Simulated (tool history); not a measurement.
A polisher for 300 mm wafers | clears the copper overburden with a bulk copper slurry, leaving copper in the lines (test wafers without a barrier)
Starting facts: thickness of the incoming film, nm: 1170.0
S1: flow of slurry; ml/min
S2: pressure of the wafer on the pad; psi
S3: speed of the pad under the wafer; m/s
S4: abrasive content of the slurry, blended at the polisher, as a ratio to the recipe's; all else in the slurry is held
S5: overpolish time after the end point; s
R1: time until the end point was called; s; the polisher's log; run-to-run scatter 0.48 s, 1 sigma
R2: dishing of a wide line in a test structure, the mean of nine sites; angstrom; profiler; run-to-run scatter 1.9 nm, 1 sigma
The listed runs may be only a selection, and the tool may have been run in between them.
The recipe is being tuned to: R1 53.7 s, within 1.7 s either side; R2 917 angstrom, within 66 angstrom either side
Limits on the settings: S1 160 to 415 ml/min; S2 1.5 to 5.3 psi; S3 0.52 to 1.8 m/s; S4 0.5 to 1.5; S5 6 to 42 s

| run | hour | S1 | S2 | S3 | S4 | S5 | R1 | R2 |
|---|---|---|---|---|---|---|---|---|
| 1 | 0 | 265 | 3.4 | 1.16 | 1 | 21 | 101.18 | 955.51 |
| 2 | 5.8 | 240 | 3.4 | 1.16 | 1 | 21 | 100.52 | 914.23 |
| 3 | 7.8 | 240 | 3.4 | 1.16 | 0.9 | 21 | 101.42 | 932.01 |
| 4 | 12.6 | 240 | 3.4 | 1.16 | 0.9 | 13 | 103.44 | 718.5 |
| 5 | 17.5 | 240 | 3.4 | 1.16 | 1.1 | 13 | 100.31 | 753.22 |
| 6 | 23.5 | 290 | 3.4 | 1.16 | 1.1 | 13 | 97.581 | 760.73 |
| 7 | 29.2 | 290 | 3.8 | 1.18 | 1.1 | 11 | 85.432 | 786.82 |
| 8 | 37.4 | 295 | 4.8 | 1.24 | 1.1 | 6 | 66.167 | 638.82 |
| 9 | 45.5 | 295 | 5.3 | 1.36 | 1.15 | 16 | 53.64 | 1218.3 |

Exercise: of the 5 proposed moves below, exactly one satisfies all targets within the stated allowed misses. Which move is it?
| A | 53.6 | 280 | 4.5 | 1.64 | 0.95 | 9 | ? | ? |
| B | 53.6 | 290 | 5.2 | 1.28 | 1 | 10 | ? | ? |
| C | 53.6 | 325 | 5 | 1.44 | 1.15 | 13 | ? | ? |
| D | 53.6 | 265 | 5.2 | 1.48 | 1.15 | 8 | ? | ? |
| E | 53.6 | 350 | 5.3 | 1.32 | 1.1 | 6 | ? | ? |

| move | R1 | R2 |
|---|---|---|
| A | 53.188 | 898.25 |
| B | 58.09 | 927.1 |
| C | 51.98 | 1112.2 |
| D | 49.587 | 892.47 |
| E | 53.564 | 704.51 |
A: each result inside its tolerance
B: brings the last run's worst result on target, with another outside its allowed miss
C: closer than the last run, but not yet in spec
D: brings the last run's worst result on target, with another outside its allowed miss
E: moves the result that the last run missed by most past its target, out the other side
Move A is the one to make.

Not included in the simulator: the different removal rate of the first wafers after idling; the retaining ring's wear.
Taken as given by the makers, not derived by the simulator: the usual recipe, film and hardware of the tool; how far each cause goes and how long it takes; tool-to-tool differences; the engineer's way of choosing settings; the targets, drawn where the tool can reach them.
